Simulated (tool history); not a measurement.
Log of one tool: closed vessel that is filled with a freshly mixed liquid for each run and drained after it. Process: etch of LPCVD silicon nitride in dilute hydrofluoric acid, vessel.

run	hour	temperature setpoint of the liquid (C)	parts of water to one part of 49 % hydrofluoric acid (parts by volume)	time in the liquid (s)	thickness taken off the LPCVD silicon nitride on a monitor wafer (Å)
1	0	21	295	755	11.596
2	6.7	21	295	755	11.968
3	11.5	20	330	745	10.047
4	19	22.5	330	745	11.673
5	21.8	22.5	330	550	8.8296
6	29.9	25	330	550	10.256

The next listed run, before its measurement:
7	32.1	21	365	550	?

Run 7 gave thickness taken off the LPCVD silicon nitride on a monitor wafer (Å) 7.1598.

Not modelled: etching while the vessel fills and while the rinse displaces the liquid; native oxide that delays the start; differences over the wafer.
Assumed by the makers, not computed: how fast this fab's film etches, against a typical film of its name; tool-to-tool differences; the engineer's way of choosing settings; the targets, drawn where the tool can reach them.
